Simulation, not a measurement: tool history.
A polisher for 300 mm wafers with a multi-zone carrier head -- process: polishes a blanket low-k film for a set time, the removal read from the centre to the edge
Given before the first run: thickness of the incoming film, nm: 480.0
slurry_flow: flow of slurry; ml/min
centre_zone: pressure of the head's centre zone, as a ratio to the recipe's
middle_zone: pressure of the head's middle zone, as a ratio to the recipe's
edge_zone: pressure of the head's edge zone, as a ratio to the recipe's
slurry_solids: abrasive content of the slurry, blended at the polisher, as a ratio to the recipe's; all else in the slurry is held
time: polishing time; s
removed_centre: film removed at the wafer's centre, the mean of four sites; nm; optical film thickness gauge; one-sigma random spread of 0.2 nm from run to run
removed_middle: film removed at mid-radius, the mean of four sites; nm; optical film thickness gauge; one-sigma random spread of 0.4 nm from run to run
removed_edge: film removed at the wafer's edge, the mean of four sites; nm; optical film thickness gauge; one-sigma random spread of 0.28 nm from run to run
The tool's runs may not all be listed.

run	day	slurry_flow	centre_zone	middle_zone	edge_zone	slurry_solids	time	removed_centre	removed_middle	removed_edge
1	0	140	1	1	1	1	51	18.932	18.901	19.119
2	0.188	145	1.01	1.02	1.01	1.05	51	19.767	19.622	19.831
3	0.55	145	1.01	1.09	1.01	1.05	51	19.845	20.57	19.964
4	0.912	145	1.01	1.09	1.01	1.05	42	16.186	17.22	16.276
5	1.162	115	1.01	1.09	1.01	1.05	42	14.549	16.134	15.634
6	1.458	115	0.94	1.09	1.01	1.05	42	14.087	16.1	15.406

Run 7 is up next; what results do you expect?
7	1.542	125	0.95	1.1	1.01	1.1	43	?	?	?

{"run 7": {"removed_centre": 15.249, "removed_middle": 17.355, "removed_edge": 16.452}}

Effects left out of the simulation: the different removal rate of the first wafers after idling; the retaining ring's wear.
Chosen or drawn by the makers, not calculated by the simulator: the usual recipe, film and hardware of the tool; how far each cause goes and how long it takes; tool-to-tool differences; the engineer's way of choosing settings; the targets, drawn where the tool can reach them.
